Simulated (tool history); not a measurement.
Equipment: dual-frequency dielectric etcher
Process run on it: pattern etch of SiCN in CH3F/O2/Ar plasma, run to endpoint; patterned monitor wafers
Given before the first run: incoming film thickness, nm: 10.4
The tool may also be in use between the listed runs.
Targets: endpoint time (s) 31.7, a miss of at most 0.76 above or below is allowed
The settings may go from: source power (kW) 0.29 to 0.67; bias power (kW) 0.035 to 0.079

| run | hour | source power (kW) | bias power (kW) | endpoint time (s) |
|---|---|---|---|---|
| 1 | 0 | 0.48 | 0.057 | 28.416 |
| 2 | 4.5 | 0.46 | 0.056 | 29.065 |
| 3 | 12.7 | 0.45 | 0.056 | 29.021 |
| 4 | 19 | 0.45 | 0.059 | 28.784 |
| 5 | 25.8 | 0.44 | 0.058 | 28.895 |
| 6 | 32.5 | 0.47 | 0.058 | 28.649 |
| 7 | 34.2 | 0.45 | 0.057 | 28.974 |
| 8 | 39.1 | 0.43 | 0.056 | 29.563 |
| 9 | 43.9 | 0.42 | 0.055 | 30.115 |

Pick the move, out of 5, that brings all results within their allowed miss; only one does.
| A | 48.7 | 0.52 | 0.05 | ? |
| B | 48.7 | 0.42 | 0.059 | ? |
| C | 48.7 | 0.43 | 0.064 | ? |
| D | 48.7 | 0.47 | 0.063 | ? |
| E | 48.7 | 0.38 | 0.052 | ? |

| move | endpoint time (s) |
|---|---|
| A | 28.199 |
| B | 29.612 |
| C | 28.821 |
| D | 27.948 |
| E | 31.613 |
A: lands further from the targets than the last run did
B: lands further from the targets than the last run did
C: lands further from the targets than the last run did
D: lands further from the targets than the last run did
E: hits every target within its allowed miss
Answer: E
